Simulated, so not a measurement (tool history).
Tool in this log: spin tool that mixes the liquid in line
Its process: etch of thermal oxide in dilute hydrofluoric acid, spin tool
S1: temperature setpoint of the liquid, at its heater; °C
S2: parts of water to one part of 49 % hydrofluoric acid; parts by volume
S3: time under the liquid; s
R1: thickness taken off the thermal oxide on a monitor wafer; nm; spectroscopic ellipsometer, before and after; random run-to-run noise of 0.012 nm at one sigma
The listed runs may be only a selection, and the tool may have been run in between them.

Run 1, hour 0.0: S1 21.0 °C, S2 55 parts by volume, S3 75 s. Result: R1 6.0715 nm.
Run 2, hour 3.8: S1 24.0 °C, S2 55 parts by volume, S3 75 s. Result: R1 6.8598 nm.
Run 3, hour 9.9: S1 24.0 °C, S2 55 parts by volume, S3 75 s. Result: R1 6.8677 nm.
Run 4, hour 18.1: S1 23.0 °C, S2 60 parts by volume, S3 75 s. Result: R1 6.0301 nm.
Run 5, hour 19.1: S1 20.0 °C, S2 60 parts by volume, S3 75 s. Result: R1 5.2842 nm.
Run 6, hour 20.9: S1 20.0 °C, S2 60 parts by volume, S3 55 s. Result: R1 3.8606 nm.
Run 7, hour 27.3: S1 17.0 °C, S2 65 parts by volume, S3 55 s. Result: R1 3.1463 nm.

Run 8 is up next; what results do you expect?
Run 8, hour 28.2: S1 17.5 °C, S2 65 parts by volume, S3 55 s. Result: R1 ?.

Run 8 yielded R1 3.2109 nm.
